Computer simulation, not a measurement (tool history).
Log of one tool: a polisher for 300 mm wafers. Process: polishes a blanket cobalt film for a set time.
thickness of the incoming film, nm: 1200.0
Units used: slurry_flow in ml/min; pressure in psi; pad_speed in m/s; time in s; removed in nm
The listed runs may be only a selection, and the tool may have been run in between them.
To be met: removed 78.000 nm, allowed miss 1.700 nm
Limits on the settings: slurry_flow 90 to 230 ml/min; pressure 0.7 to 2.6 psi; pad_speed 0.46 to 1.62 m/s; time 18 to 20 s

run,hour,slurry_flow,pressure,pad_speed,time,removed
1,0.0,150,1.6,1.04,20,88.375
2,8.8,180,1.6,1.04,20,92.262
3,11.6,195,1.6,1.04,20,92.615
4,19.4,195,1.6,1.04,20,93.867
5,25.0,195,1.6,0.80,20,71.544
6,25.7,200,1.6,0.80,20,73.010
7,28.4,205,1.6,0.80,20,73.679
8,35.6,210,1.6,0.80,20,74.133
9,36.2,215,1.6,0.80,20,73.314

Below are 5 possible settings for the next run. Only one of them brings all results inside the allowed miss of their targets. Which is it?
A,36.8,230,1.6,0.78,20,?
B,36.8,225,1.6,0.84,20,?
C,36.8,205,1.3,1.12,20,?
D,36.8,230,1.9,0.68,20,?
E,36.8,195,1.5,0.86,20,?

move,removed
A,72.438
B,77.588
C,82.885
D,75.071
E,73.201
A: lands further from the targets than the last run did
B: in spec on every target
C: takes the result that was furthest off past its target
D: moves toward the targets from the last run without getting all of them in spec
E: no nearer and no further than the last run
Correct choice: B, which meets every target
